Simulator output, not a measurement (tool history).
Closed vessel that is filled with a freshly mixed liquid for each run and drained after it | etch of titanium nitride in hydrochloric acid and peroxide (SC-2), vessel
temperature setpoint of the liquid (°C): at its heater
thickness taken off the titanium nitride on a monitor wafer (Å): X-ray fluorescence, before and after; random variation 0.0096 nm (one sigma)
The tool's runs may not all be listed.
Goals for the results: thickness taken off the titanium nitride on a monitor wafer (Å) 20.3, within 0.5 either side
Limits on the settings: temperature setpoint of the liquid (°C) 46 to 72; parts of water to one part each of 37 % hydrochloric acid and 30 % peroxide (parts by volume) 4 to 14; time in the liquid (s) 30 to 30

run	hour	temperature setpoint of the liquid (°C)	parts of water to one part each of 37 % hydrochloric acid and 30 % peroxide (parts by volume)	time in the liquid (s)	thickness taken off the titanium nitride on a monitor wafer (Å)
1	0	62	7.5	30	16.559
2	3.7	63	7.5	30	17.497
3	9.9	63	9	30	15.112
4	13.7	57	9	30	10.4
5	22.4	50.5	9	30	6.782
6	28.7	50.5	9	30	6.8491
7	31.6	55.5	9	30	9.4531
8	35.5	59	9	30	11.712
9	40.7	61.5	9	30	13.807
10	46.6	63	9	30	15.244
11	52.4	63	9	30	15.016
12	61.4	64.5	9	30	16.499
13	69.2	65.5	9	30	17.6
14	75.9	66	9	30	18.165
15	84.6	66.5	9	30	18.603
16	86	66.5	9	30	18.642
17	89.1	67	9	30	19.327

Which single option among these 4 for the next run brings every result within its allowed miss of target? Just one does.
A	92.2	68.5	9.5	30	?
B	92.2	67.5	9.5	30	?
C	92.2	65	8.5	30	?
D	92.2	70.5	11.5	30	?

move	thickness taken off the titanium nitride on a monitor wafer (Å)
A	20.018
B	18.855
C	17.755
D	19.2
A: in spec on every target
B: its largest miss is bigger than the last run's
C: its largest miss is bigger than the last run's
D: its largest miss is bigger than the last run's
Go with A: it meets all targets.
